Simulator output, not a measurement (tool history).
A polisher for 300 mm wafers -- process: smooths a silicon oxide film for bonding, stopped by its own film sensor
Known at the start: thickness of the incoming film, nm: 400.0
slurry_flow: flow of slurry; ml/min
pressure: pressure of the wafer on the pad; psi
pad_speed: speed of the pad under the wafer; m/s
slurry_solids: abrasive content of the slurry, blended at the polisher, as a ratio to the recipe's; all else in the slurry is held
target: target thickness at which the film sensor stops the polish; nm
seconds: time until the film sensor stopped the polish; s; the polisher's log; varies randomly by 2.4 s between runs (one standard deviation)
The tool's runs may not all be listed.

run,hour,slurry_flow,pressure,pad_speed,slurry_solids,target,seconds
1,0,210,1.5,0.7,1,354,103.08
2,2.2,210,1.4,0.7,1,354,106.56
3,3.3,210,1.4,0.82,1,354,95.924
4,5.5,210,1.3,0.8,1,354,103.02
5,10.1,210,1.2,0.78,1,354,112.66
6,16.8,230,1.2,0.78,1,354,116.23
7,21.3,230,1.2,0.78,1,354,113.22

Forecast run 8:
8,23.7,230,1.1,0.78,1,354,?

seconds: 122.65 s

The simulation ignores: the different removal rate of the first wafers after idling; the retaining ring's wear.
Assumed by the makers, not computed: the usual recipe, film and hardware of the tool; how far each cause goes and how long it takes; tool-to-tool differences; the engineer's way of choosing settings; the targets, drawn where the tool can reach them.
